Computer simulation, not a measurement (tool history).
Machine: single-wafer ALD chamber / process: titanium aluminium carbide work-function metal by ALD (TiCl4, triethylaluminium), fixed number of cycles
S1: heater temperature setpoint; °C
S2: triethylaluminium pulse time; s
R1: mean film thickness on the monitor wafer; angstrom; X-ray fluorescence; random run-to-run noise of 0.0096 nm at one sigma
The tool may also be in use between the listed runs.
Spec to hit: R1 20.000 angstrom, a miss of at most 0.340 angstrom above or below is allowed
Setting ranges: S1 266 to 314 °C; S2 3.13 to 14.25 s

{"run": 1, "hour": 0.0, "S1": 290, "S2": 8.69, "R1": 18.169}
{"run": 2, "hour": 7.7, "S1": 280, "S2": 8.69, "R1": 17.406}
{"run": 3, "hour": 15.5, "S1": 285, "S2": 9.04, "R1": 17.808}
{"run": 4, "hour": 24.0, "S1": 289, "S2": 9.38, "R1": 18.358}
{"run": 5, "hour": 32.3, "S1": 285, "S2": 9.38, "R1": 18.241}
{"run": 6, "hour": 38.0, "S1": 288, "S2": 9.57, "R1": 18.393}
{"run": 7, "hour": 43.3, "S1": 291, "S2": 9.76, "R1": 18.819}
{"run": 8, "hour": 46.6, "S1": 293, "S2": 9.86, "R1": 19.009}
{"run": 9, "hour": 51.3, "S1": 295, "S2": 9.95, "R1": 19.183}
{"run": 10, "hour": 53.3, "S1": 296, "S2": 10.03, "R1": 19.251}
{"run": 11, "hour": 59.0, "S1": 297, "S2": 10.12, "R1": 19.304}
{"run": 12, "hour": 65.9, "S1": 298, "S2": 10.21, "R1": 19.441}
{"run": 13, "hour": 70.2, "S1": 299, "S2": 10.28, "R1": 19.537}
{"run": 14, "hour": 77.1, "S1": 300, "S2": 10.34, "R1": 19.512}
{"run": 15, "hour": 85.9, "S1": 301, "S2": 10.43, "R1": 19.614}

5 next moves are on the table. One of them brings every result within its allowed miss. Which?
{"run": "A", "hour": 94.7, "S1": 304, "S2": 12.13, "R1": "?"}
{"run": "B", "hour": 94.7, "S1": 299, "S2": 9.11, "R1": "?"}
{"run": "C", "hour": 94.7, "S1": 313, "S2": 13.78, "R1": "?"}
{"run": "D", "hour": 94.7, "S1": 314, "S2": 11.04, "R1": "?"}
{"run": "E", "hour": 94.7, "S1": 312, "S2": 12.33, "R1": "?"}

move=A R1=20.064
move=B R1=19.032
move=C R1=20.892
move=D R1=20.737
move=E R1=20.727
A: in spec on every target
B: moves away from the targets compared with the last run
C: takes the biggest miss from the last run beyond its target
D: takes the biggest miss from the last run beyond its target
E: takes the biggest miss from the last run beyond its target
A meets every target.

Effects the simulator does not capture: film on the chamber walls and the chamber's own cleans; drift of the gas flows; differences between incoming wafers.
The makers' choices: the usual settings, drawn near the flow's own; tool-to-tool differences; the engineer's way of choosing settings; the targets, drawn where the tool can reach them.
